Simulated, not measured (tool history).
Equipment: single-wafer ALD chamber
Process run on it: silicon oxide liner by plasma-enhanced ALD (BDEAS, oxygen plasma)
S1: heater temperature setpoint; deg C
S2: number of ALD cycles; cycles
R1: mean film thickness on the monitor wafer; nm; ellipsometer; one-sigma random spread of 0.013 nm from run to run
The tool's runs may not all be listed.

{"run": 1, "day": 0.0, "S1": 315, "S2": 35, "R1": 2.8898}
{"run": 2, "day": 0.117, "S1": 314, "S2": 37, "R1": 3.0653}
{"run": 3, "day": 0.15, "S1": 304, "S2": 37, "R1": 3.1236}
{"run": 4, "day": 0.388, "S1": 313, "S2": 37, "R1": 3.0654}
{"run": 5, "day": 0.6, "S1": 304, "S2": 37, "R1": 3.1186}
{"run": 6, "day": 0.933, "S1": 303, "S2": 38, "R1": 3.2076}
{"run": 7, "day": 1.138, "S1": 302, "S2": 39, "R1": 3.2745}

The next listed run, before its measurement:
{"run": 8, "day": 1.2, "S1": 302, "S2": 42, "R1": "?"}

Run 8 produced R1 3.5553 nm.
